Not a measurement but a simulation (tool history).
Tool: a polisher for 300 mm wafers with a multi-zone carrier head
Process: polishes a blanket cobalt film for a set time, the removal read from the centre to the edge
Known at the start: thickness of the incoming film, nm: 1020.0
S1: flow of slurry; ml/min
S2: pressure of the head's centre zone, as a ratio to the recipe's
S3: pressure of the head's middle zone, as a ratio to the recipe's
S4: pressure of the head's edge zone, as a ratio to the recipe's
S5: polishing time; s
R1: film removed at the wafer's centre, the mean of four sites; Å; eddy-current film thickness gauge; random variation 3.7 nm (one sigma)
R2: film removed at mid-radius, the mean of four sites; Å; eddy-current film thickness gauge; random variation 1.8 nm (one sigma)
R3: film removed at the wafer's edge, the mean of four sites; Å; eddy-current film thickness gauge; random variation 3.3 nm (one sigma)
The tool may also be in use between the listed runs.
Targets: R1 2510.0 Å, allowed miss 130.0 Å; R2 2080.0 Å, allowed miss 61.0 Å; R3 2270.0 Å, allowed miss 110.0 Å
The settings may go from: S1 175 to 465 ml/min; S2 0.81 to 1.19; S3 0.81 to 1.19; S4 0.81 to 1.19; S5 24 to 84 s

run 1 hour=0.0 | S1=295 S2=1.00 S3=1.00 S4=1.00 S5=54 | R1=4051.3 R2=4150.3 R3=4241.7
run 2 hour=4.5 | S1=290 S2=1.02 S3=0.96 S4=0.96 S5=45 | R1=3602.2 R2=3333.0 R3=3517.0
run 3 hour=5.7 | S1=290 S2=1.01 S3=0.94 S4=0.93 S5=39 | R1=3020.4 R2=2841.6 R3=3041.8
run 4 hour=11.6 | S1=335 S2=1.01 S3=0.94 S4=0.93 S5=39 | R1=3089.5 R2=2857.2 R3=3001.8
run 5 hour=19.8 | S1=335 S2=1.01 S3=0.94 S4=0.93 S5=46 | R1=3751.3 R2=3451.6 R3=3481.2
run 6 hour=27.0 | S1=260 S2=1.01 S3=0.94 S4=0.93 S5=46 | R1=3643.7 R2=3331.3 R3=3497.4
run 7 hour=30.6 | S1=265 S2=1.01 S3=0.91 S4=0.90 S5=40 | R1=3054.7 R2=2798.2 R3=2993.9
run 8 hour=38.8 | S1=275 S2=1.02 S3=0.89 S4=0.88 S5=37 | R1=2914.1 R2=2535.5 R3=2722.5
run 9 hour=43.7 | S1=275 S2=1.01 S3=0.87 S4=0.86 S5=35 | R1=2753.3 R2=2375.9 R3=2565.8
run 10 hour=44.7 | S1=275 S2=1.01 S3=0.86 S4=0.85 S5=34 | R1=2657.7 R2=2271.3 R3=2455.6
run 11 hour=47.5 | S1=275 S2=1.01 S3=0.85 S4=0.84 S5=34 | R1=2608.9 R2=2288.6 R3=2445.8
run 12 hour=49.7 | S1=275 S2=1.02 S3=0.84 S4=0.83 S5=33 | R1=2620.2 R2=2195.8 R3=2387.9
run 13 hour=56.3 | S1=275 S2=1.02 S3=0.83 S4=0.82 S5=33 | R1=2610.5 R2=2153.5 R3=2360.8
run 14 hour=58.9 | S1=265 S2=1.01 S3=0.83 S4=0.81 S5=31 | R1=2376.1 R2=2037.0 R3=2186.2

Which of these 5 next moves meets every target?
run A hour=61.5 | S1=305 S2=1.03 S3=0.84 S4=0.82 S5=31 | R1=? R2=? R3=?
run B hour=61.5 | S1=360 S2=0.90 S3=0.89 S4=0.92 S5=30 | R1=? R2=? R3=?
run C hour=61.5 | S1=325 S2=1.01 S3=0.81 S4=0.99 S5=31 | R1=? R2=? R3=?
run D hour=61.5 | S1=230 S2=0.98 S3=0.88 S4=0.81 S5=31 | R1=? R2=? R3=?
run E hour=61.5 | S1=410 S2=1.03 S3=0.94 S4=0.81 S5=28 | R1=? R2=? R3=?

move=A R1=2495.4 R2=2053.8 R3=2219.0
move=B R1=2136.9 R2=2111.0 R3=2281.4
move=C R1=2459.0 R2=2002.9 R3=2429.4
move=D R1=2313.3 R2=2085.4 R3=2167.4
move=E R1=2307.7 R2=2078.7 R3=2022.8
A: meets every target
B: further off than the last run
C: brings the result that was furthest off to its target, and leaves another outside
D: further off than the last run
E: further off than the last run
Move A is the one to make.

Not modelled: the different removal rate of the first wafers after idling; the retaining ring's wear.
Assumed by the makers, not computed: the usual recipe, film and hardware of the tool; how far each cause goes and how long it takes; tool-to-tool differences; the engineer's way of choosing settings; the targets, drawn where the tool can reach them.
